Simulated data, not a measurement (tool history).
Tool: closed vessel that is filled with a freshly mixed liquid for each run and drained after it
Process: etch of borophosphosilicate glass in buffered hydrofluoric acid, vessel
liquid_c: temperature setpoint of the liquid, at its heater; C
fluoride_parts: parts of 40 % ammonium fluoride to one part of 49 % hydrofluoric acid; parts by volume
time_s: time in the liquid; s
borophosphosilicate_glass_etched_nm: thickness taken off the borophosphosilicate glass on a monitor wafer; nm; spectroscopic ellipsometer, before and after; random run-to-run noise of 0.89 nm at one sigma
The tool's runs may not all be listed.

run	day	liquid_c	fluoride_parts	time_s	borophosphosilicate_glass_etched_nm
1	0.000	24.0	21.5	95	56.619
2	0.346	24.0	18.0	95	65.015
3	0.662	25.0	17.5	95	73.037
4	0.800	25.0	15.0	95	83.843
5	1.092	25.5	15.0	95	87.274
6	1.425	26.0	15.0	95	88.321
7	1.567	26.5	15.0	95	90.303
8	1.621	27.0	15.0	95	92.830
9	1.871	27.5	15.0	95	95.058
10	1.896	28.0	15.0	95	99.136

What will run 11 give?
11	2.208	28.5	15.0	95	?

{"run 11": {"borophosphosilicate_glass_etched_nm": 100.19}}
